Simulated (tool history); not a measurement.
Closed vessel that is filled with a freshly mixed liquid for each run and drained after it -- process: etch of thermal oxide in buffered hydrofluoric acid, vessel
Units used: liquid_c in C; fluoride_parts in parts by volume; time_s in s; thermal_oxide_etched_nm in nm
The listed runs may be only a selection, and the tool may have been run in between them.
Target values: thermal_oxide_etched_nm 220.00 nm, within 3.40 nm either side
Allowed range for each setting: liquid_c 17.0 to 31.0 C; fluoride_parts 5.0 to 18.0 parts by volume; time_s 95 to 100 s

| run | hour | liquid_c | fluoride_parts | time_s | thermal_oxide_etched_nm |
|---|---|---|---|---|---|
| 1 | 0.0 | 23.0 | 11.0 | 95 | 108.78 |
| 2 | 3.0 | 25.5 | 10.0 | 95 | 137.25 |
| 3 | 8.6 | 27.5 | 9.5 | 95 | 157.60 |
| 4 | 12.1 | 28.5 | 9.0 | 95 | 171.25 |
| 5 | 13.4 | 28.5 | 11.5 | 95 | 140.07 |
| 6 | 21.7 | 26.0 | 11.5 | 95 | 122.30 |
| 7 | 27.9 | 27.5 | 10.0 | 95 | 151.87 |
| 8 | 32.0 | 28.5 | 9.5 | 95 | 165.30 |
| 9 | 33.2 | 31.0 | 7.0 | 95 | 255.99 |
| 10 | 39.3 | 31.0 | 7.0 | 95 | 257.12 |
| 11 | 41.5 | 30.0 | 7.0 | 95 | 241.89 |
| 12 | 45.4 | 29.5 | 7.0 | 95 | 237.50 |
| 13 | 48.7 | 29.0 | 7.0 | 95 | 228.89 |
| 14 | 53.6 | 28.5 | 7.0 | 95 | 227.07 |

Exactly one of the 4 candidate moves below puts every result within its allowed miss. Which one?
| A | 58.5 | 29.0 | 7.5 | 100 | ? |
| B | 58.5 | 26.0 | 6.5 | 100 | ? |
| C | 58.5 | 26.0 | 6.5 | 95 | ? |
| D | 58.5 | 26.5 | 6.0 | 95 | ? |

| move | thermal_oxide_etched_nm |
|---|---|
| A | 227.19 |
| B | 222.48 |
| C | 211.35 |
| D | 232.65 |
A: no nearer and no further than the last run
B: every result lands within tolerance
C: moves the result that the last run missed by most past its target, out the other side
D: further off than the last run
The move that meets every target is B.

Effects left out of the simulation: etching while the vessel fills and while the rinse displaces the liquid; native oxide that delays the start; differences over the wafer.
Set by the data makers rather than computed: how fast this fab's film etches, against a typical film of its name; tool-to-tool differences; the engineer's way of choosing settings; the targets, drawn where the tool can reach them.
